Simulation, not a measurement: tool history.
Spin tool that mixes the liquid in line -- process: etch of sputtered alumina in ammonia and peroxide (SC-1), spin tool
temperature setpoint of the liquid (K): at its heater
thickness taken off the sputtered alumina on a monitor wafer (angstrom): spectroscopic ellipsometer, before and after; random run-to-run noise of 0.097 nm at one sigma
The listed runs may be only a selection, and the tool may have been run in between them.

run  hour  temperature setpoint of the liquid (K)  parts of 29 % ammonia solution to one part of 30 % peroxide (parts by volume)  time under the liquid (s)  thickness taken off the sputtered alumina on a monitor wafer (angstrom)
  1   0.0                                  326.15                                                                           0.65                        290                                                                   162.42
  2   2.5                                  326.15                                                                           0.65                        290                                                                   162.23
  3  10.3                                  333.15                                                                           0.65                        290                                                                   234.32
  4  18.5                                  339.15                                                                           0.65                        290                                                                   318.48
  5  26.1                                  339.15                                                                           0.80                        290                                                                   321.25
  6  28.0                                  339.15                                                                           0.60                        290                                                                   314.39
  7  32.8                                  338.15                                                                           0.60                        290                                                                   298.65
  8  37.8                                  337.65                                                                           0.60                        290                                                                   292.53
  9  40.5                                  337.15                                                                           0.60                        290                                                                   284.93
 10  45.2                                  336.65                                                                           0.60                        290                                                                   278.65
 11  47.1                                  336.15                                                                           0.60                        290                                                                   270.39

Forecast run 12:
 12  53.5                                  335.65                                                                           0.60                        290                                                                        ?

{"run 12": {"thickness taken off the sputtered alumina on a monitor wafer (angstrom)": 264.2}}
